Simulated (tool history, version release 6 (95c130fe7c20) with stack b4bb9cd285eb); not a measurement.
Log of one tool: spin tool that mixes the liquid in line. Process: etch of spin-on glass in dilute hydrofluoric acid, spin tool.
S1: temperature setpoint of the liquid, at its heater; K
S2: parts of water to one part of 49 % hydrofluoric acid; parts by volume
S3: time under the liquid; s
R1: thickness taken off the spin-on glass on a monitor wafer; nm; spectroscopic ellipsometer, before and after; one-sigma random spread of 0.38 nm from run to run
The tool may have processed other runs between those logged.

Run 1, day 0.000: S1 298.15 K, S2 145 parts by volume, S3 270 s. Result: R1 63.744 nm.
Run 2, day 0.112: S1 296.65 K, S2 150 parts by volume, S3 270 s. Result: R1 58.539 nm.
Run 3, day 0.138: S1 299.65 K, S2 150 parts by volume, S3 270 s. Result: R1 64.885 nm.
Run 4, day 0.429: S1 297.15 K, S2 150 parts by volume, S3 270 s. Result: R1 58.855 nm.
Run 5, day 0.671: S1 296.15 K, S2 155 parts by volume, S3 270 s. Result: R1 54.163 nm.
Run 6, day 0.883: S1 296.15 K, S2 155 parts by volume, S3 290 s. Result: R1 58.249 nm.
Run 7, day 0.925: S1 295.15 K, S2 160 parts by volume, S3 290 s. Result: R1 54.928 nm.
Run 8, day 1.062: S1 294.15 K, S2 165 parts by volume, S3 290 s. Result: R1 49.390 nm.
Run 9, day 1.375: S1 293.65 K, S2 165 parts by volume, S3 290 s. Result: R1 49.017 nm.

Forecast run 10:
Run 10, day 1.521: S1 293.15 K, S2 165 parts by volume, S3 290 s. Result: R1 ?.

{"run 10": {"R1": 49.014}}
